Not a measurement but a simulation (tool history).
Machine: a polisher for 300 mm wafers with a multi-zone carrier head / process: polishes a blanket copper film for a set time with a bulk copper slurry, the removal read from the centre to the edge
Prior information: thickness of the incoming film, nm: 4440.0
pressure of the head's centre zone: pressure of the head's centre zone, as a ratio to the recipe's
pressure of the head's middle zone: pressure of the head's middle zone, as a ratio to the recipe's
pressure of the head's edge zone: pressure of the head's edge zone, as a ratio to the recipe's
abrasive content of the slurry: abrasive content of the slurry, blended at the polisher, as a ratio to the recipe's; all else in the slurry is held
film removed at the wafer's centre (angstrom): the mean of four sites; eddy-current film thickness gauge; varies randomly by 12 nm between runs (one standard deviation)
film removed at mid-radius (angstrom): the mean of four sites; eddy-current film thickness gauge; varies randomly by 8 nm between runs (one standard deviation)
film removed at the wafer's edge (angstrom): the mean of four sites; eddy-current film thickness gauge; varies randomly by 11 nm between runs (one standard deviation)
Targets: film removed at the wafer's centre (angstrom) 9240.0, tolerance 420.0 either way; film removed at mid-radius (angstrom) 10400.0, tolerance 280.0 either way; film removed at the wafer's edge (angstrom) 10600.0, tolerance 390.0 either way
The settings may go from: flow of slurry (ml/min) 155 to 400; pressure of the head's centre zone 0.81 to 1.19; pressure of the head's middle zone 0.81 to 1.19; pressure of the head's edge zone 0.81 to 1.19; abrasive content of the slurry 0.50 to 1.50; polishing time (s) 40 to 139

run	hour	flow of slurry (ml/min)	pressure of the head's centre zone	pressure of the head's middle zone	pressure of the head's edge zone	abrasive content of the slurry	polishing time (s)	film removed at the wafer's centre (angstrom)	film removed at mid-radius (angstrom)	film removed at the wafer's edge (angstrom)
1	0.0	255	1.00	1.00	1.00	1.00	89	8884.2	8939.9	8505.5
2	3.7	255	1.00	1.00	1.00	1.00	71	6845.4	7133.8	6923.0
3	5.7	255	1.00	1.00	1.04	1.00	71	6835.9	7095.6	6970.3
4	10.3	300	1.00	1.00	1.04	1.00	71	6930.7	7147.7	7131.0
5	11.1	305	0.99	1.01	1.06	1.05	74	7568.7	7773.8	7544.5
6	14.9	295	0.97	1.00	1.08	1.10	77	7654.8	8061.7	8078.2
7	18.5	300	0.96	1.00	1.09	1.15	78	7620.4	8099.2	8306.0
8	24.6	300	0.96	1.01	1.10	1.20	79	7976.9	8484.5	8488.3
9	32.5	305	0.95	1.01	1.11	1.25	80	7996.3	8720.6	8748.3
10	37.0	310	0.95	1.01	1.12	1.30	81	8043.8	8926.4	9137.3
11	42.7	345	1.04	1.09	1.19	1.50	85	9838.5	10394.0	10011.0

Which one of the following 4 next-run settings gets every result inside its allowed miss? There is exactly one.
A	48.4	350	0.96	1.07	1.19	1.25	91	?	?	?
B	48.4	390	0.97	1.12	1.19	1.35	82	?	?	?
C	48.4	355	1.19	1.16	1.08	1.15	87	?	?	?
D	48.4	355	0.99	1.15	1.19	1.50	81	?	?	?

move	film removed at the wafer's centre (angstrom)	film removed at mid-radius (angstrom)	film removed at the wafer's edge (angstrom)
A	9238.9	10361.0	10220.0
B	8661.5	9931.8	9446.1
C	10761.0	10306.0	9104.9
D	8892.3	10193.0	9519.1
A: meets every target
B: its largest miss is bigger than the last run's
C: its largest miss is bigger than the last run's
D: its largest miss is bigger than the last run's
Answer: A
